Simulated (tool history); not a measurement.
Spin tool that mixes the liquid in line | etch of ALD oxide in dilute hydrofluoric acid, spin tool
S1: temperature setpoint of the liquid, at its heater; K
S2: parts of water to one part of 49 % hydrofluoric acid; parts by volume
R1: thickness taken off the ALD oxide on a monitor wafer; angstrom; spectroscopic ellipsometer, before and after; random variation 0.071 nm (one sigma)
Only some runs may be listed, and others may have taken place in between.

Run 1, hour 0.0: S1 295.15 K, S2 300 parts by volume, time under the liquid (s) 175. Result: R1 114.120 angstrom.
Run 2, hour 8.8: S1 297.65 K, S2 300 parts by volume, time under the liquid (s) 175. Result: R1 126.570 angstrom.
Run 3, hour 16.1: S1 296.65 K, S2 305 parts by volume, time under the liquid (s) 175. Result: R1 117.040 angstrom.
Run 4, hour 16.8: S1 296.65 K, S2 395 parts by volume, time under the liquid (s) 175. Result: R1 83.224 angstrom.
Run 5, hour 23.1: S1 298.65 K, S2 395 parts by volume, time under the liquid (s) 175. Result: R1 90.196 angstrom.
Run 6, hour 26.9: S1 298.65 K, S2 295 parts by volume, time under the liquid (s) 175. Result: R1 132.710 angstrom.
Run 7, hour 35.6: S1 297.65 K, S2 305 parts by volume, time under the liquid (s) 175. Result: R1 122.010 angstrom.
Run 8, hour 44.0: S1 296.65 K, S2 310 parts by volume, time under the liquid (s) 175. Result: R1 113.040 angstrom.
Run 9, hour 51.1: S1 295.65 K, S2 315 parts by volume, time under the liquid (s) 175. Result: R1 108.470 angstrom.
Run 10, hour 57.7: S1 295.15 K, S2 320 parts by volume, time under the liquid (s) 175. Result: R1 105.100 angstrom.
Run 11, hour 65.9: S1 294.65 K, S2 325 parts by volume, time under the liquid (s) 175. Result: R1 101.960 angstrom.

Estimate the outcome of run 12 from the log above:
Run 12, hour 72.9: S1 290.65 K, S2 365 parts by volume, time under the liquid (s) 175. Result: R1 ?.

Run 12 came out at R1 74.359 angstrom.
